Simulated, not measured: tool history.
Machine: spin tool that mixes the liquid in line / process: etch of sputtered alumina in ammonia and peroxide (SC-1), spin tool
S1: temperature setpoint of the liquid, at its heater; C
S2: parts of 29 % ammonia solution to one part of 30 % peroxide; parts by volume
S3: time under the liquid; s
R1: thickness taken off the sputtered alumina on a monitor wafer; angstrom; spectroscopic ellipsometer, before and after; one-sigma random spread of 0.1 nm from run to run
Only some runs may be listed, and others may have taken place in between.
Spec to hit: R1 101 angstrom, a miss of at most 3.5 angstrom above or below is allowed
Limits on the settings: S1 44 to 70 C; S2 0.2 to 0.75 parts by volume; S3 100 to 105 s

run    day    S1    S2   S3      R1
  1      0    60  0.45  100  77.138
  2  0.175    57  0.45  100   66.49
  3  0.388    57   0.6  100  69.357
  4  0.421    57   0.6  100  68.777
  5  0.538  61.5   0.6  100  86.884
  6  0.762    62   0.6  100  90.657
  7   0.95    63   0.6  100  94.788
  8    1.1  63.5   0.6  100  96.195

5 candidate next runs follow, results not yet known. Just one meets every target within its allowed miss. Identify it.
  A  1.25    62  0.55  105   ?
  B  1.25  61.5  0.65  100   ?
  C  1.25  62.5  0.65  100   ?
  D  1.25  64.5   0.7  100   ?
  E  1.25  62.5   0.6  100   ?

move      R1
   A  92.689
   B  87.433
   C  91.975
   D  102.39
   E  91.282
A: moves away from the targets compared with the last run
B: moves away from the targets compared with the last run
C: moves away from the targets compared with the last run
D: all results in spec
E: moves away from the targets compared with the last run
So the answer is move D, the one that meets all the targets.
